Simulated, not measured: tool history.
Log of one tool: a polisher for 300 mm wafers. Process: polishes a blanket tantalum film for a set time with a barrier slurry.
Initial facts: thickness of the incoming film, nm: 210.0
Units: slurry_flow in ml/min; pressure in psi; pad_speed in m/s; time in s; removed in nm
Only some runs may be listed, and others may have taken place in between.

run,hour,slurry_flow,pressure,pad_speed,slurry_solids,time,removed
1,0.0,235,1.9,1.24,1.0,52,88.878
2,2.4,235,1.9,1.24,1.0,55,94.252
3,4.9,235,1.7,1.24,1.0,55,87.594
4,9.5,235,1.6,1.20,1.0,55,79.109
5,18.0,235,1.5,1.18,1.0,55,75.777
6,23.2,235,1.4,1.16,1.0,55,69.810
7,24.9,235,1.3,1.14,1.0,55,65.430
8,27.7,235,1.2,1.14,1.0,55,62.347
9,30.2,230,0.9,1.08,1.0,55,48.696

Run 10 comes next. What will it give?
# hour 34.7: head pressure recalibrated
10,34.7,235,0.9,1.08,1.0,55,?

removed: 46.582 nm
